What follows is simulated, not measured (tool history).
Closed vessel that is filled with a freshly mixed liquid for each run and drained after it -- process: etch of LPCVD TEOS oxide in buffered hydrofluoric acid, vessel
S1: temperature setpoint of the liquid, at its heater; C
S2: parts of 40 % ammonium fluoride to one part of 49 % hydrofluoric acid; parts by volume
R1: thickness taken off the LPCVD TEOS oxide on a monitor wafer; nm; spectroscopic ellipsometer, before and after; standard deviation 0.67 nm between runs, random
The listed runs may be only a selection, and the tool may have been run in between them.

{"run": 1, "hour": 0.0, "S1": 23.0, "S2": 17, "time in the liquid (s)": 85, "R1": 180.76}
{"run": 2, "hour": 0.6, "S1": 22.5, "S2": 17, "time in the liquid (s)": 85, "R1": 177.75}
{"run": 3, "hour": 4.9, "S1": 22.0, "S2": 17, "time in the liquid (s)": 85, "R1": 171.94}
{"run": 4, "hour": 11.5, "S1": 22.0, "S2": 17, "time in the liquid (s)": 95, "R1": 193.17}
{"run": 5, "hour": 13.5, "S1": 21.5, "S2": 17, "time in the liquid (s)": 95, "R1": 187.87}
{"run": 6, "hour": 19.4, "S1": 23.0, "S2": 17, "time in the liquid (s)": 95, "R1": 206.41}
{"run": 7, "hour": 28.0, "S1": 22.5, "S2": 17, "time in the liquid (s)": 95, "R1": 199.11}

What will run 8 give?
{"run": 8, "hour": 33.7, "S1": 22.0, "S2": 17, "time in the liquid (s)": 95, "R1": "?"}

Run 8 yielded R1 193.24 nm.
